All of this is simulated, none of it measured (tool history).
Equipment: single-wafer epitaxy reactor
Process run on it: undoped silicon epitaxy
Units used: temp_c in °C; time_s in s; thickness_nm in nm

Run 1, day 0.000: temp_c 635 °C, time_s 586 s. Result: thickness_nm 68.187 nm.
Run 2, day 0.217: temp_c 638 °C, time_s 599 s. Result: thickness_nm 76.035 nm.
Run 3, day 0.379: temp_c 641 °C, time_s 604 s. Result: thickness_nm 82.587 nm.
Run 4, day 0.471: temp_c 643 °C, time_s 609 s. Result: thickness_nm 87.091 nm.
Run 5, day 0.767: temp_c 645 °C, time_s 614 s. Result: thickness_nm 92.860 nm.
Run 6, day 0.854: temp_c 640 °C, time_s 614 s. Result: thickness_nm 81.431 nm.
Run 7, day 1.096: temp_c 643 °C, time_s 618 s. Result: thickness_nm 88.332 nm.
Run 8, day 1.275: temp_c 645 °C, time_s 622 s. Result: thickness_nm 94.066 nm.
Run 9, day 1.571: temp_c 645 °C, time_s 622 s. Result: thickness_nm 93.965 nm.
Run 10, day 1.692: temp_c 647 °C, time_s 625 s. Result: thickness_nm 98.585 nm.
Run 11, day 1.746: temp_c 649 °C, time_s 629 s. Result: thickness_nm 104.630 nm.
Run 12, day 1.788: temp_c 650 °C, time_s 632 s. Result: thickness_nm 107.570 nm.
Run 13, day 1.988: temp_c 651 °C, time_s 634 s. Result: thickness_nm 111.460 nm.
Run 14, day 2.279: temp_c 652 °C, time_s 635 s. Result: thickness_nm 113.230 nm.
Run 15, day 2.571: temp_c 653 °C, time_s 637 s. Result: thickness_nm 117.060 nm.

Expected results for the next run?
Run 16, day 2.862: temp_c 654 °C, time_s 638 s. Result: thickness_nm ?.

{"run 16": {"thickness_nm": 120.03}}
